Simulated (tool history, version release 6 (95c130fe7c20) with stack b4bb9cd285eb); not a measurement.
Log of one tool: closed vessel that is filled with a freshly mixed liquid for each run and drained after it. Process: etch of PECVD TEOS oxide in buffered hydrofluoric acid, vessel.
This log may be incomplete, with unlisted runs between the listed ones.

run,hour,temperature setpoint of the liquid (°C),parts of 40 % ammonium fluoride to one part of 49 % hydrofluoric acid (parts by volume),time in the liquid (s),thickness taken off the PECVD TEOS oxide on a monitor wafer (angstrom)
1,0,21,15,85,804.33
2,6.6,23.5,15,85,899.05
3,10.2,24,14.5,85,966.2
4,18.6,24.5,14,85,1028.8
5,25.1,25,13.5,85,1083.8
6,26.2,23,13.5,85,989.8
7,29.4,23.5,13.5,85,1008.9

For run 8, what comes out?
8,35.2,24,13.5,85,?

Run 8 yielded thickness taken off the PECVD TEOS oxide on a monitor wafer (angstrom) 1031.1.
